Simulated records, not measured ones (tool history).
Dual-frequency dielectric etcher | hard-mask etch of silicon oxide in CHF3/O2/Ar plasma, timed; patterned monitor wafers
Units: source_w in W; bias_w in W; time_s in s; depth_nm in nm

| run | day | source_w | bias_w | time_s | depth_nm |
|---|---|---|---|---|---|
| 1 | 0.000 | 790 | 223 | 17.5 | 46.979 |
| 2 | 0.333 | 740 | 219 | 17.5 | 45.433 |
| 3 | 0.612 | 710 | 217 | 17.5 | 44.312 |
| 4 | 0.858 | 690 | 216 | 17.5 | 44.029 |
| 5 | 0.950 | 690 | 238 | 17.5 | 45.514 |
| 6 | 0.983 | 660 | 236 | 17.5 | 44.358 |
| 7 | 1.104 | 640 | 234 | 17.5 | 43.494 |
| 8 | 1.342 | 630 | 233 | 17.5 | 43.483 |

The next listed run, before its measurement:
| 9 | 1.488 | 610 | 232 | 17.5 | ? |

Run 9 gave depth_nm 43.004 nm.
